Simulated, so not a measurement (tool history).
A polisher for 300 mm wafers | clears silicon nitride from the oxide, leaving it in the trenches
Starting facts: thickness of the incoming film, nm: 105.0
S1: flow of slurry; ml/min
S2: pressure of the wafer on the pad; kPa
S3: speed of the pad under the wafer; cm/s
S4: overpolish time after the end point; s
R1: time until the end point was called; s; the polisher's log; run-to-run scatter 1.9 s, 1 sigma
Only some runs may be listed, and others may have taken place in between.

run,hour,S1,S2,S3,S4,R1
1,0,140,15.2,96,14,145.11
2,7.1,140,15.9,96,14,139.69
3,10.8,140,16.5,96,14,136.61
4,15.6,140,13.1,96,14,168.29
5,16.9,140,13.1,96,10,171.11
6,24.5,140,13.8,96,10,162.73

Estimate the outcome of run 7 from the log above:
7,28.1,140,14.5,96,10,?

R1: 156.32 s
